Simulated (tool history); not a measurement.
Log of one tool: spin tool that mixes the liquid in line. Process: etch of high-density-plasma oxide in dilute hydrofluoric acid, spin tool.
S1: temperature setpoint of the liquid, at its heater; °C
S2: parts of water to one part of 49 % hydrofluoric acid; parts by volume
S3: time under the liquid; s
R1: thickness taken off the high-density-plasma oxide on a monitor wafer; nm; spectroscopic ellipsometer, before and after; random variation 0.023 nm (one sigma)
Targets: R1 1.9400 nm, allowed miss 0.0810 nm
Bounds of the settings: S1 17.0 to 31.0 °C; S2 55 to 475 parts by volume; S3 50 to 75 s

run,day,S1,S2,S3,R1
1,0.000,23.0,265,75,1.1496
2,0.358,23.0,220,75,1.4419
3,0.471,23.0,155,75,2.1828
4,0.696,23.0,90,75,4.0147
5,0.775,23.0,60,75,6.2284
6,1.117,23.0,55,75,6.9673
7,1.200,21.5,90,75,3.8063
8,1.408,20.0,100,75,3.2024
9,1.529,17.0,175,75,1.4804
10,1.688,18.5,175,75,1.6111
11,1.758,19.5,175,75,1.6656
12,2.042,20.0,175,75,1.7062
13,2.133,20.5,175,75,1.7359

4 next moves are on the table. One of them brings every result within its allowed miss. Which?
A,2.225,19.5,130,70,?
B,2.225,21.0,170,60,?
C,2.225,21.0,145,75,?
D,2.225,19.5,145,70,?

move,R1
A,2.1640
B,1.4437
C,2.1724
D,1.9100
A: takes the result that was furthest off past its target
B: further off than the last run
C: takes the result that was furthest off past its target
D: meets every target
The right move is D.
